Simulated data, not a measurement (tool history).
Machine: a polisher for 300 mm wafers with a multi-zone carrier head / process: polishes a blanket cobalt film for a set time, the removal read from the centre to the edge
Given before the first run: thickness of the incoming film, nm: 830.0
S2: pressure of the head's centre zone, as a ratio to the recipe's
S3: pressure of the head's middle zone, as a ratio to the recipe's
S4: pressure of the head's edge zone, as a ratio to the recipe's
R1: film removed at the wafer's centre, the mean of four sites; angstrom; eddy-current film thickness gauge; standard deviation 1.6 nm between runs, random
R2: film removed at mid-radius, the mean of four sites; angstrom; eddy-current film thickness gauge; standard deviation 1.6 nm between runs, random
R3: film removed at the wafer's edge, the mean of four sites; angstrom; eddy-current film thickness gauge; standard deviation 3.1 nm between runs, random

Run 1, hour 0.0: flow of slurry (ml/min) 230, S2 1.00, S3 1.00, S4 1.00, polishing time (s) 51. Result: R1 3353.8 angstrom, R2 3435.7 angstrom, R3 3311.3 angstrom.
Run 2, hour 5.1: flow of slurry (ml/min) 225, S2 0.99, S3 0.99, S4 0.98, polishing time (s) 50. Result: R1 3290.5 angstrom, R2 3344.5 angstrom, R3 3229.0 angstrom.
Run 3, hour 6.1: flow of slurry (ml/min) 225, S2 0.98, S3 0.98, S4 0.97, polishing time (s) 49. Result: R1 3191.1 angstrom, R2 3190.4 angstrom, R3 3135.1 angstrom.
Run 4, hour 6.8: flow of slurry (ml/min) 220, S2 0.96, S3 0.98, S4 0.95, polishing time (s) 48. Result: R1 3012.6 angstrom, R2 3139.8 angstrom, R3 3038.1 angstrom.
Run 5, hour 12.8: flow of slurry (ml/min) 220, S2 0.96, S3 0.98, S4 0.95, polishing time (s) 54. Result: R1 3390.3 angstrom, R2 3558.8 angstrom, R3 3373.1 angstrom.
Run 6, hour 16.1: flow of slurry (ml/min) 220, S2 0.96, S3 0.98, S4 1.03, polishing time (s) 54. Result: R1 3394.8 angstrom, R2 3541.7 angstrom, R3 3505.5 angstrom.
Run 7, hour 21.9: flow of slurry (ml/min) 215, S2 0.95, S3 0.97, S4 1.01, polishing time (s) 52. Result: R1 3249.4 angstrom, R2 3392.8 angstrom, R3 3306.1 angstrom.
Run 8, hour 24.2: flow of slurry (ml/min) 210, S2 0.94, S3 0.96, S4 0.99, polishing time (s) 51. Result: R1 3129.8 angstrom, R2 3238.7 angstrom, R3 3216.7 angstrom.
Run 9, hour 29.8: flow of slurry (ml/min) 210, S2 0.94, S3 0.96, S4 0.99, polishing time (s) 51. Result: R1 3120.3 angstrom, R2 3255.1 angstrom, R3 3265.2 angstrom.
Run 10, hour 35.4: flow of slurry (ml/min) 215, S2 0.94, S3 0.96, S4 0.97, polishing time (s) 49. Result: R1 3035.9 angstrom, R2 3131.4 angstrom, R3 3137.1 angstrom.
Run 11, hour 43.8: flow of slurry (ml/min) 210, S2 0.94, S3 0.96, S4 0.95, polishing time (s) 48. Result: R1 2971.5 angstrom, R2 3071.1 angstrom, R3 3091.6 angstrom.
Run 12, hour 47.2: flow of slurry (ml/min) 275, S2 0.92, S3 0.93, S4 0.87, polishing time (s) 34. Result: R1 2144.2 angstrom, R2 2172.4 angstrom, R3 2084.2 angstrom.
Run 13, hour 54.7: flow of slurry (ml/min) 270, S2 0.93, S3 0.94, S4 0.89, polishing time (s) 34. Result: R1 2125.4 angstrom, R2 2189.2 angstrom, R3 2084.9 angstrom.
Run 14, hour 59.3: flow of slurry (ml/min) 260, S2 0.94, S3 0.95, S4 0.91, polishing time (s) 34. Result: R1 2154.8 angstrom, R2 2207.0 angstrom, R3 2131.7 angstrom.

What does the tool deliver on the next run?
Run 15, hour 66.8: flow of slurry (ml/min) 250, S2 0.95, S3 0.96, S4 0.92, polishing time (s) 34. Result: R1 ?, R2 ?, R3 ?.

Run 15 measured R1 2168.7 angstrom, R2 2197.5 angstrom, R3 2157.2 angstrom.
